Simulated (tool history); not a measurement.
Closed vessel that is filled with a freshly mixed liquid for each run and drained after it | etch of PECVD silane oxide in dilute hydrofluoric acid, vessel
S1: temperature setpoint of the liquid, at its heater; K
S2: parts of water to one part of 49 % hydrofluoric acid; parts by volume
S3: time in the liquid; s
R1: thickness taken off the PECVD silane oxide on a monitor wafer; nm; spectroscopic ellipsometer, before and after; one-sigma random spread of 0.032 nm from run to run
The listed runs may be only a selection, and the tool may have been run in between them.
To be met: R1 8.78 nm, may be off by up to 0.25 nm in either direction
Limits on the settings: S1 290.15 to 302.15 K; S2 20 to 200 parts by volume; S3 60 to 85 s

| run | hour | S1 | S2 | S3 | R1 |
|---|---|---|---|---|---|
| 1 | 0 | 294.15 | 110 | 85 | 11.996 |
| 2 | 5.4 | 293.15 | 115 | 85 | 10.993 |
| 3 | 13.1 | 293.15 | 115 | 60 | 7.7491 |
| 4 | 18.1 | 293.15 | 145 | 60 | 5.9608 |
| 5 | 20.7 | 291.65 | 145 | 60 | 5.6118 |
| 6 | 24.5 | 291.65 | 145 | 60 | 5.5824 |
| 7 | 26.3 | 294.15 | 145 | 60 | 6.2059 |
| 8 | 28.5 | 296.15 | 145 | 60 | 6.7261 |
| 9 | 31.3 | 297.65 | 145 | 60 | 7.1055 |

Which one of the following 4 next-run settings gets every result inside its allowed miss? There is exactly one.
| A | 34.1 | 295.65 | 160 | 60 | ? |
| B | 34.1 | 295.15 | 145 | 60 | ? |
| C | 34.1 | 296.65 | 190 | 75 | ? |
| D | 34.1 | 294.65 | 140 | 80 | ? |

| move | R1 |
|---|---|
| A | 5.866 |
| B | 6.4533 |
| C | 6.2088 |
| D | 8.7863 |
A: moves away from the targets compared with the last run
B: moves away from the targets compared with the last run
C: moves away from the targets compared with the last run
D: each result inside its tolerance
So the answer is move D, the one that meets all the targets.
